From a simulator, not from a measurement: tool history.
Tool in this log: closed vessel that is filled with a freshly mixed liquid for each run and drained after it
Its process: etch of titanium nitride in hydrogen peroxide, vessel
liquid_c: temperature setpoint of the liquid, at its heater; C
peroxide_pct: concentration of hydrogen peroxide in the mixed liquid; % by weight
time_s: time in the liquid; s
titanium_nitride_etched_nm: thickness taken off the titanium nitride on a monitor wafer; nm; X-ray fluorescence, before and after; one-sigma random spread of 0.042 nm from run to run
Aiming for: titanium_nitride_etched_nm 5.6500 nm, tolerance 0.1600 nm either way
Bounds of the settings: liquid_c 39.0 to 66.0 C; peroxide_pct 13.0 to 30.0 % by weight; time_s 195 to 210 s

run 1 hour=0.0 | liquid_c=55.0 peroxide_pct=24.0 time_s=195 | titanium_nitride_etched_nm=11.3740
run 2 hour=2.5 | liquid_c=55.0 peroxide_pct=19.0 time_s=195 | titanium_nitride_etched_nm=10.8950
run 3 hour=9.6 | liquid_c=62.0 peroxide_pct=19.0 time_s=195 | titanium_nitride_etched_nm=17.4810
run 4 hour=18.6 | liquid_c=66.0 peroxide_pct=19.0 time_s=195 | titanium_nitride_etched_nm=23.0870
run 5 hour=20.6 | liquid_c=62.5 peroxide_pct=19.0 time_s=195 | titanium_nitride_etched_nm=18.0660
run 6 hour=25.0 | liquid_c=62.5 peroxide_pct=19.0 time_s=195 | titanium_nitride_etched_nm=18.0060
run 7 hour=32.3 | liquid_c=59.5 peroxide_pct=19.0 time_s=195 | titanium_nitride_etched_nm=14.7220
run 8 hour=37.1 | liquid_c=57.0 peroxide_pct=19.0 time_s=195 | titanium_nitride_etched_nm=12.6360
-- hour=38.3 new drum of peroxide connected
run 9 hour=38.3 | liquid_c=55.0 peroxide_pct=19.0 time_s=195 | titanium_nitride_etched_nm=10.9590
run 10 hour=44.2 | liquid_c=53.5 peroxide_pct=19.0 time_s=195 | titanium_nitride_etched_nm=9.9650
run 11 hour=52.1 | liquid_c=52.0 peroxide_pct=19.0 time_s=195 | titanium_nitride_etched_nm=8.9286
run 12 hour=52.6 | liquid_c=44.5 peroxide_pct=18.5 time_s=195 | titanium_nitride_etched_nm=5.1255

Which single option among these 5 for the next run brings every result within its allowed miss of target? Just one does.
run A hour=53.1 | liquid_c=43.5 peroxide_pct=18.0 time_s=195 | titanium_nitride_etched_nm=?
run B hour=53.1 | liquid_c=46.5 peroxide_pct=13.0 time_s=200 | titanium_nitride_etched_nm=?
run C hour=53.1 | liquid_c=41.5 peroxide_pct=21.5 time_s=210 | titanium_nitride_etched_nm=?
run D hour=53.1 | liquid_c=45.0 peroxide_pct=19.0 time_s=195 | titanium_nitride_etched_nm=?
run E hour=53.1 | liquid_c=43.5 peroxide_pct=23.0 time_s=200 | titanium_nitride_etched_nm=?

move=A titanium_nitride_etched_nm=4.6246
move=B titanium_nitride_etched_nm=5.5383
move=C titanium_nitride_etched_nm=4.4465
move=D titanium_nitride_etched_nm=5.2343
move=E titanium_nitride_etched_nm=4.9994
A: misses by more than the last run did
B: hits every target within its allowed miss
C: misses by more than the last run did
D: gains on the last run, yet a result remains outside its allowed miss
E: misses by more than the last run did
Correct choice: B, which meets every target

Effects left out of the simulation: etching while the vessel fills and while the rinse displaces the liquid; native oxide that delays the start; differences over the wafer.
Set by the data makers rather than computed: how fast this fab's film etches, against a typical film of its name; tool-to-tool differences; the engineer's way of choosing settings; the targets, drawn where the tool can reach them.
